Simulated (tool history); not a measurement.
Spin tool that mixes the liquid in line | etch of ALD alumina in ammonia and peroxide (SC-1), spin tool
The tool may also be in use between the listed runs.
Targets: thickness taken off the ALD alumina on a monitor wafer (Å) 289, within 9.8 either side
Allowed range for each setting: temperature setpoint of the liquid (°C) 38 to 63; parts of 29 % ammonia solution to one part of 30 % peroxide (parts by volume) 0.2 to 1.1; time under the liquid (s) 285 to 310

| run | day | temperature setpoint of the liquid (°C) | parts of 29 % ammonia solution to one part of 30 % peroxide (parts by volume) | time under the liquid (s) | thickness taken off the ALD alumina on a monitor wafer (Å) |
|---|---|---|---|---|---|
| 1 | 0 | 47 | 0.6 | 285 | 192.71 |
| 2 | 0.242 | 49 | 0.6 | 285 | 216.16 |
| 3 | 0.567 | 49 | 0.6 | 310 | 237.3 |
| 4 | 0.9 | 49 | 0.6 | 285 | 213.57 |
| 5 | 1.121 | 50.5 | 0.6 | 285 | 234.06 |
| 6 | 1.438 | 50.5 | 0.45 | 285 | 228.21 |
| 7 | 1.562 | 50.5 | 0.45 | 285 | 228.38 |
| 8 | 1.788 | 52 | 0.45 | 285 | 246 |
| 9 | 1.912 | 53 | 0.45 | 285 | 260.35 |
| 10 | 2.275 | 53.5 | 0.45 | 285 | 268 |
| 11 | 2.546 | 54 | 0.45 | 285 | 277.76 |
| 12 | 2.804 | 54 | 0.45 | 285 | 275.12 |

Pick the move, out of 5, that brings all results within their allowed miss; only one does.
| A | 3.062 | 53 | 0.5 | 295 | ? |
| B | 3.062 | 56.5 | 0.2 | 285 | ? |
| C | 3.062 | 53.5 | 0.2 | 305 | ? |
| D | 3.062 | 54.5 | 0.3 | 285 | ? |
| E | 3.062 | 52.5 | 0.75 | 285 | ? |

| move | thickness taken off the ALD alumina on a monitor wafer (Å) |
|---|---|
| A | 276.94 |
| B | 295.48 |
| C | 269.58 |
| D | 276.23 |
| E | 270.65 |
A: nearer than the last run, and not there yet
B: every result within its allowed miss
C: further off than the last run
D: nearer than the last run, and not there yet
E: further off than the last run
B is the move that brings every result within its allowed miss.
